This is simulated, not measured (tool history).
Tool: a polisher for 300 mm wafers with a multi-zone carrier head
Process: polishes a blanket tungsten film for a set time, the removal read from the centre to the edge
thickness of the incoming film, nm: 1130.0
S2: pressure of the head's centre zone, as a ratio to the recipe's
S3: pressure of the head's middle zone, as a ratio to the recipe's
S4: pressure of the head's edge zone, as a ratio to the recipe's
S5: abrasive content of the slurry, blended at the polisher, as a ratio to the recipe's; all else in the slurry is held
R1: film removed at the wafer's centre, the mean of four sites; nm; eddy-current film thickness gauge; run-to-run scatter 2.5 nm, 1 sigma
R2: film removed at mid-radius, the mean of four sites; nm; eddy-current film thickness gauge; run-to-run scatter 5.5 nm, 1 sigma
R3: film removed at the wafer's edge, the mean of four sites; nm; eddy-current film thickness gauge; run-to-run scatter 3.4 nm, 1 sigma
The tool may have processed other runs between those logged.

Run 1, hour 0.0: flow of slurry (ml/min) 290, S2 1.00, S3 1.00, S4 1.00, S5 1.00, polishing time (s) 61. Result: R1 293.08 nm, R2 300.50 nm, R3 297.75 nm.
Run 2, hour 1.9: flow of slurry (ml/min) 240, S2 1.00, S3 1.00, S4 1.00, S5 1.00, polishing time (s) 61. Result: R1 286.09 nm, R2 285.84 nm, R3 288.18 nm.
Run 3, hour 8.6: flow of slurry (ml/min) 260, S2 1.00, S3 1.00, S4 1.03, S5 1.05, polishing time (s) 61. Result: R1 291.60 nm, R2 298.73 nm, R3 299.32 nm.
Run 4, hour 12.8: flow of slurry (ml/min) 260, S2 1.00, S3 1.00, S4 1.03, S5 1.25, polishing time (s) 61. Result: R1 302.07 nm, R2 307.21 nm, R3 311.00 nm.
Run 5, hour 14.4: flow of slurry (ml/min) 260, S2 1.00, S3 1.00, S4 0.96, S5 1.25, polishing time (s) 61. Result: R1 303.04 nm, R2 311.77 nm, R3 298.18 nm.
Run 6, hour 19.7: flow of slurry (ml/min) 260, S2 1.00, S3 1.00, S4 0.96, S5 1.25, polishing time (s) 67. Result: R1 331.26 nm, R2 333.26 nm, R3 328.40 nm.
Run 7, hour 25.8: flow of slurry (ml/min) 275, S2 1.00, S3 1.00, S4 0.99, S5 1.25, polishing time (s) 67. Result: R1 337.73 nm, R2 336.89 nm, R3 333.23 nm.
At hour 33.9: slurry nozzle cleaned.
Run 8, hour 33.9: flow of slurry (ml/min) 285, S2 0.99, S3 1.00, S4 1.02, S5 1.30, polishing time (s) 67. Result: R1 352.35 nm, R2 356.02 nm, R3 347.51 nm.

For run 9, what comes out?
Run 9, hour 36.2: flow of slurry (ml/min) 285, S2 0.97, S3 0.99, S4 1.05, S5 1.30, polishing time (s) 67. Result: R1 ?, R2 ?, R3 ?.

{"run 9": {"R1": 344.55, "R2": 346.69, "R3": 363.74}}
